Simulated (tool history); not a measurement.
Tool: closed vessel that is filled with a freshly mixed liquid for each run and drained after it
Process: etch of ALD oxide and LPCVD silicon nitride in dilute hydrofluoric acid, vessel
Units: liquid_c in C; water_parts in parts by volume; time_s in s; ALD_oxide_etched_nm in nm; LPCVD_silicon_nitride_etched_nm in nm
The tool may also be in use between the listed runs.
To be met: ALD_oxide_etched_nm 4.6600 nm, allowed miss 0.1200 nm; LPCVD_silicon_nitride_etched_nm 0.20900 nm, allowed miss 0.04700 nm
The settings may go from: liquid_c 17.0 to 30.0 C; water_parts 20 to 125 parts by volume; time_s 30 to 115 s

run	hour	liquid_c	water_parts	time_s	ALD_oxide_etched_nm	LPCVD_silicon_nitride_etched_nm
1	0.0	22.0	70	60	11.4360	0.45628
2	8.4	22.0	85	60	9.2375	0.36325
3	14.2	25.5	85	60	10.4770	0.50384
4	22.1	24.0	100	60	8.2972	0.35225
5	24.2	24.0	100	45	6.1471	0.27777
6	26.0	24.0	110	45	5.6123	0.25100
7	28.9	23.5	115	45	5.1999	0.22928
8	37.5	23.0	115	45	5.0996	0.21148
9	43.2	23.0	120	45	4.9045	0.20671
# hour 45.6: hydrofluoric acid flow meter replaced
10	45.6	23.5	125	45	4.3177	0.21605

4 next moves are on the table. One of them brings every result within its allowed miss. Which?
A	48.0	27.5	125	35	?	?
B	48.0	24.0	120	45	?	?
C	48.0	20.5	90	35	?	?
D	48.0	22.0	110	40	?	?

move	ALD_oxide_etched_nm	LPCVD_silicon_nitride_etched_nm
A	3.9463	0.20206
B	4.6504	0.21603
C	4.3406	0.17648
D	4.2156	0.18333
A: further off than the last run
B: meets every target
C: nearer than the last run, and not there yet
D: further off than the last run
Answer: B

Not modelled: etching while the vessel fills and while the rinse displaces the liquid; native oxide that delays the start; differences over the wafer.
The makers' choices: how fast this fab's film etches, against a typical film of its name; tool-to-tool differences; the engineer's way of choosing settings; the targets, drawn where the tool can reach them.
